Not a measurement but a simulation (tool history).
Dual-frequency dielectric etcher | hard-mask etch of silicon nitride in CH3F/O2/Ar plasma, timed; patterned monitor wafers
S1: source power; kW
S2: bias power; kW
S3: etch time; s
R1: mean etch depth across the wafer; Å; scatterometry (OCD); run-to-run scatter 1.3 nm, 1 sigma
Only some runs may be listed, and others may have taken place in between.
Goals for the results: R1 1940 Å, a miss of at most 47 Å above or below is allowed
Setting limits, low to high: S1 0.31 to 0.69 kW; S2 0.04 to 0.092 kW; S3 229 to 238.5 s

| run | hour | S1 | S2 | S3 | R1 |
|---|---|---|---|---|---|
| 1 | 0 | 0.5 | 0.066 | 229 | 1732.9 |
| 2 | 8.5 | 0.53 | 0.067 | 229.5 | 1753.8 |
| 3 | 11.5 | 0.53 | 0.067 | 229 | 1770.6 |
| 4 | 13 | 0.55 | 0.068 | 229.5 | 1799.5 |
| 5 | 20.4 | 0.57 | 0.069 | 230 | 1834 |
| 6 | 26.6 | 0.58 | 0.07 | 230 | 1851.7 |
| 7 | 28.3 | 0.59 | 0.071 | 230 | 1879.3 |
| 8 | 35.3 | 0.6 | 0.072 | 230 | 1882.4 |

Next run, 4 choices. One meets every target within its allowed miss, the rest don't. Which?
| A | 42.3 | 0.54 | 0.066 | 238.5 | ? |
| B | 42.3 | 0.59 | 0.078 | 232 | ? |
| C | 42.3 | 0.53 | 0.073 | 229 | ? |
| D | 42.3 | 0.65 | 0.06 | 236 | ? |

| move | R1 |
|---|---|
| A | 1832.6 |
| B | 1942.3 |
| C | 1816.6 |
| D | 1846.5 |
A: lands further from the targets than the last run did
B: all results land within tolerance of their targets
C: lands further from the targets than the last run did
D: lands further from the targets than the last run did
The right move is B.

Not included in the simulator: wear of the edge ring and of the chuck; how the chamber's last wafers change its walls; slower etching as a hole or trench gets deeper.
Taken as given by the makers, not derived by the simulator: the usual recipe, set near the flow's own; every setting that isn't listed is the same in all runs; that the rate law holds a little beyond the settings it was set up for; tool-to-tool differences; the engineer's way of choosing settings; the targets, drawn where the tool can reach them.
